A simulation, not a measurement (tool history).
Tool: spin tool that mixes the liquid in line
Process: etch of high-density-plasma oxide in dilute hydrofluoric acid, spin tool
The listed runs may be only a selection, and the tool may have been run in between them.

run  hour  temperature setpoint of the liquid (°C)  parts of water to one part of 49 % hydrofluoric acid (parts by volume)  time under the liquid (s)  thickness taken off the high-density-plasma oxide on a monitor wafer (nm)
  1     0                                       25                                                                     200                        260                                                                     12.228
  2   6.3                                       26                                                                     200                        260                                                                     12.658
  3   7.8                                     28.5                                                                     200                        260                                                                     13.882
  4  13.6                                       29                                                                     200                        260                                                                     14.128
  5  15.5                                     29.5                                                                     200                        260                                                                     14.358
  6  18.9                                       30                                                                     200                        260                                                                     14.634

Estimate the outcome of run 7 from the log above:
  7  26.3                                     30.5                                                                     200                        260                                                                          ?

thickness taken off the high-density-plasma oxide on a monitor wafer (nm): 14.99
